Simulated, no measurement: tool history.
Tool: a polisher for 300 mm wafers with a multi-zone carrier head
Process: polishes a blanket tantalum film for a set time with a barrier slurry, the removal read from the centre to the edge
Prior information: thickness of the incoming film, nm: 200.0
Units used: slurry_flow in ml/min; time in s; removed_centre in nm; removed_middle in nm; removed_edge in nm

run	hour	slurry_flow	centre_zone	middle_zone	edge_zone	slurry_solids	time	removed_centre	removed_middle	removed_edge
1	0.0	130	1.00	1.00	1.00	1.00	36	72.627	77.958	76.402
2	4.5	130	1.00	0.96	1.00	1.00	36	75.032	75.884	75.921
3	10.4	130	0.96	0.96	1.00	1.00	36	70.715	75.412	75.674
4	11.9	120	0.95	0.92	0.97	0.85	35	64.579	66.901	70.242
5	20.4	120	0.95	0.92	0.97	0.85	39	71.444	74.518	77.388
6	25.2	120	0.96	0.91	0.93	0.75	36	64.511	66.095	67.446
7	25.9	115	0.95	0.89	0.90	0.70	35	61.515	61.840	64.351
8	34.9	110	0.95	0.88	0.88	0.65	34	58.330	58.370	60.115
9	37.1	105	0.95	0.87	0.87	0.60	33	54.598	54.480	56.045
10	37.9	100	0.95	0.86	0.86	0.60	33	54.849	53.210	56.140
11	43.9	95	0.94	0.86	0.85	0.55	33	52.731	51.780	55.004

For run 12, what comes out?
12	49.9	95	0.94	0.86	0.84	0.55	33	?	?	?

Run 12 produced removed_centre 51.650 nm, removed_middle 52.289 nm, removed_edge 54.312 nm.

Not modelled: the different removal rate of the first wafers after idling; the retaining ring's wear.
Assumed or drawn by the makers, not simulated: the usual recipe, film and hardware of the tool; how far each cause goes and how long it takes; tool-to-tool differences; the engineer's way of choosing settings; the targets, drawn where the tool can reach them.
